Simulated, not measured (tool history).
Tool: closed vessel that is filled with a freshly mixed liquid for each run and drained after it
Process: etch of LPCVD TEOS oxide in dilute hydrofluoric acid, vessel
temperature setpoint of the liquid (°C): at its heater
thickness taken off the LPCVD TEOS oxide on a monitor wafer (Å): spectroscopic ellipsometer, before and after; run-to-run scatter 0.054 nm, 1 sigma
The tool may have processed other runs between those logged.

run	hour	temperature setpoint of the liquid (°C)	parts of water to one part of 49 % hydrofluoric acid (parts by volume)	time in the liquid (s)	thickness taken off the LPCVD TEOS oxide on a monitor wafer (Å)
1	0.0	23.0	245	125	115.840
2	2.5	23.0	285	125	93.259
3	9.8	23.0	250	125	111.720
4	12.2	22.5	255	125	106.210
5	17.9	24.5	255	125	114.610
6	19.8	23.5	260	125	109.380
7	26.5	22.5	265	125	100.630
8	32.8	22.0	270	125	97.102
9	35.2	21.5	275	125	94.470
10	42.5	21.0	280	125	88.800
11	48.7	20.5	285	125	86.677
12	54.5	20.0	290	125	82.323

The next listed run, before its measurement:
13	60.5	19.5	290	125	?

thickness taken off the LPCVD TEOS oxide on a monitor wafer (Å): 81.470
